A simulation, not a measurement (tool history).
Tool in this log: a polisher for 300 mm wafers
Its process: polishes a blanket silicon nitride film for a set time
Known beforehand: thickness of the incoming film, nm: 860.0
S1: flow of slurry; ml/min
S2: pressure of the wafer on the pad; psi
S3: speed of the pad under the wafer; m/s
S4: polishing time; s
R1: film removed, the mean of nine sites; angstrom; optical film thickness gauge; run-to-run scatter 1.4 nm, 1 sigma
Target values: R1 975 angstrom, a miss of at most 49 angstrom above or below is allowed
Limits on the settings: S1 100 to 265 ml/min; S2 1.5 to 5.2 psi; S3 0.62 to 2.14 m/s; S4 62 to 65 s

run  hour   S1   S2    S3  S4      R1
  1     0  170  3.3  1.38  62  1196.6
  2   5.9  170  3.1  1.38  62  1143.3
  3  14.1  170  3.1  1.38  65  1178.7
  4  19.4  170    3  1.38  65  1117.8
  5  24.7  170  2.9  1.38  65  1079.2
  6  27.8  170  2.9   1.7  65  1271.6
  7  32.4  170  2.7   1.7  65  1161.4
  8    36  170  2.6   1.7  65  1125.6
  9  42.5  170  2.5   1.7  65  1101.3
 10  48.7  170  2.4   1.7  65  1039.6

Which one of the following 5 next-run settings gets every result inside its allowed miss? There is exactly one.
  A  54.9  180  2.7  1.76  62   ?
  B  54.9  170  2.5   1.8  65   ?
  C  54.9  225  2.3   1.6  63   ?
  D  54.9  120  2.7  1.68  65   ?
  E  54.9  160  2.6  1.86  65   ?

move      R1
   A  1144.7
   B  1123.2
   C  958.26
   D  1078.2
   E  1183.2
A: its largest miss is bigger than the last run's
B: its largest miss is bigger than the last run's
C: all results in spec
D: its largest miss is bigger than the last run's
E: its largest miss is bigger than the last run's
C meets every target.
